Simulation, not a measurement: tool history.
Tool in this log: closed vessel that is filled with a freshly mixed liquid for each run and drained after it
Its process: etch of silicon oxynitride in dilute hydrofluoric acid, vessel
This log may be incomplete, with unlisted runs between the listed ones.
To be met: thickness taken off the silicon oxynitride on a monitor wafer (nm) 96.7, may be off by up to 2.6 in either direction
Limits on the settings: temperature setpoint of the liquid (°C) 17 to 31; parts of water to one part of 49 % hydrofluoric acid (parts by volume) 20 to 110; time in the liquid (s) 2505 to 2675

run	day	temperature setpoint of the liquid (°C)	parts of water to one part of 49 % hydrofluoric acid (parts by volume)	time in the liquid (s)	thickness taken off the silicon oxynitride on a monitor wafer (nm)
1	0	23	60	2505	72.428
2	0.292	21.5	60	2505	67.619
3	0.442	21.5	80	2505	49.753
4	0.5	21.5	95	2505	41.528
5	0.75	18.5	95	2505	36.066
6	0.792	20	90	2505	40.723
7	0.975	24	65	2515	70.776
8	1.183	24.5	65	2515	72.509
9	1.525	25	65	2515	73.9
10	1.667	25.5	65	2515	76.416
11	1.754	26	65	2515	78.196
12	1.783	26.5	65	2515	79.811

Pick the move, out of 5, that brings all results within their allowed miss; only one does.
A	1.812	26.5	55	2540	?
B	1.812	31	95	2505	?
C	1.812	25.5	60	2620	?
D	1.812	26	85	2615	?
E	1.812	29.5	80	2505	?

move	thickness taken off the silicon oxynitride on a monitor wafer (nm)
A	95.637
B	64.584
C	85.821
D	60.536
E	72.8
A: in spec on every target
B: lands further from the targets than the last run did
C: closer than the last run, but not yet in spec
D: lands further from the targets than the last run did
E: lands further from the targets than the last run did
Move A is the one to make.
